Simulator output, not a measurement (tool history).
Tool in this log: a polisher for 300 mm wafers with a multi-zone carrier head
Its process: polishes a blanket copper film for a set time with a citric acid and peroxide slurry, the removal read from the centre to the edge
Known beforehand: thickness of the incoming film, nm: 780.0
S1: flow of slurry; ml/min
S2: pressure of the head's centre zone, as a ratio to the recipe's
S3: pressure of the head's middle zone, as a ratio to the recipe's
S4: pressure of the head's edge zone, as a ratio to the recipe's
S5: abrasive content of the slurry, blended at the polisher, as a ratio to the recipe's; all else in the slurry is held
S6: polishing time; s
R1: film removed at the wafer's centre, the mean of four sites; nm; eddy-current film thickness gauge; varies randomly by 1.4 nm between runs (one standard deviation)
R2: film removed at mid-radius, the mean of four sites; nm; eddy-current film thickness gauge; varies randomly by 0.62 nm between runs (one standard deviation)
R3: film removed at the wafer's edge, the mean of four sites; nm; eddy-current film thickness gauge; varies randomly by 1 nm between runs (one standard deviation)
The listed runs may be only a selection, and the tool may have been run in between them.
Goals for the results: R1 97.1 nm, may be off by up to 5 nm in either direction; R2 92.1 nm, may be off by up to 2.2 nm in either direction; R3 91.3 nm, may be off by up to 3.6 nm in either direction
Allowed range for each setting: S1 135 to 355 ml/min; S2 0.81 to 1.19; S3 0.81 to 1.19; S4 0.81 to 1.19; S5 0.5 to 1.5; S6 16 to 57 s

Run 1, hour 0: S1 225 ml/min, S2 1, S3 1, S4 1, S5 1, S6 36 s. Result: R1 115.44 nm, R2 114.87 nm, R3 114.06 nm.
Run 2, hour 6: S1 225 ml/min, S2 1, S3 1, S4 1, S5 1.2, S6 36 s. Result: R1 122 nm, R2 119.57 nm, R3 118.99 nm.
Run 3, hour 15: S1 225 ml/min, S2 1, S3 1, S4 1, S5 1.2, S6 31 s. Result: R1 104.04 nm, R2 104 nm, R3 103.06 nm.
Run 4, hour 18: S1 225 ml/min, S2 1, S3 0.95, S4 1, S5 1.2, S6 31 s. Result: R1 107.28 nm, R2 100.02 nm, R3 102.29 nm.
Run 5, hour 18.5: S1 225 ml/min, S2 1, S3 1.02, S4 1, S5 1.2, S6 31 s. Result: R1 104.81 nm, R2 106.24 nm, R3 102.71 nm.
Run 6, hour 22.3: S1 225 ml/min, S2 1, S3 0.96, S4 1, S5 1.2, S6 31 s. Result: R1 108.51 nm, R2 100.89 nm, R3 103.38 nm.
Run 7, hour 30.1: S1 215 ml/min, S2 0.99, S3 0.95, S4 0.97, S5 1.15, S6 31 s. Result: R1 102.41 nm, R2 98.266 nm, R3 100.68 nm.
Run 8, hour 38.8: S1 210 ml/min, S2 1, S3 0.95, S4 0.94, S5 1.1, S6 31 s. Result: R1 103 nm, R2 96.824 nm, R3 98.545 nm.
Run 9, hour 41.9: S1 205 ml/min, S2 1, S3 0.95, S4 0.91, S5 1.05, S6 31 s. Result: R1 101.15 nm, R2 95.635 nm, R3 93.801 nm.

Pick the move, out of 5, that brings all results within their allowed miss; only one does.
Run A, hour 45: S1 220 ml/min, S2 0.97, S3 1, S4 0.87, S5 1.1, S6 30 s. Result: R1 ?, R2 ?, R3 ?.
Run B, hour 45: S1 190 ml/min, S2 1.04, S3 0.89, S4 0.92, S5 1.25, S6 31 s. Result: R1 ?, R2 ?, R3 ?.
Run C, hour 45: S1 215 ml/min, S2 0.91, S3 0.9, S4 1.02, S5 1.1, S6 30 s. Result: R1 ?, R2 ?, R3 ?.
Run D, hour 45: S1 210 ml/min, S2 1.05, S3 1.05, S4 0.86, S5 0.8, S6 32 s. Result: R1 ?, R2 ?, R3 ?.
Run E, hour 45: S1 225 ml/min, S2 0.99, S3 0.93, S4 0.88, S5 1.35, S6 28 s. Result: R1 ?, R2 ?, R3 ?.

move      R1      R2      R3
   A  97.086  98.434   92.24
   B  108.66   95.88  99.753
   C  90.643  91.958  99.235
   D  101.34  97.848  88.591
   E  98.307  93.346  91.964
A: lands further from the targets than the last run did
B: lands further from the targets than the last run did
C: puts the biggest miss on target and leaves a different result outside tolerance
D: lands further from the targets than the last run did
E: each result inside its tolerance
Correct choice: E, which meets every target

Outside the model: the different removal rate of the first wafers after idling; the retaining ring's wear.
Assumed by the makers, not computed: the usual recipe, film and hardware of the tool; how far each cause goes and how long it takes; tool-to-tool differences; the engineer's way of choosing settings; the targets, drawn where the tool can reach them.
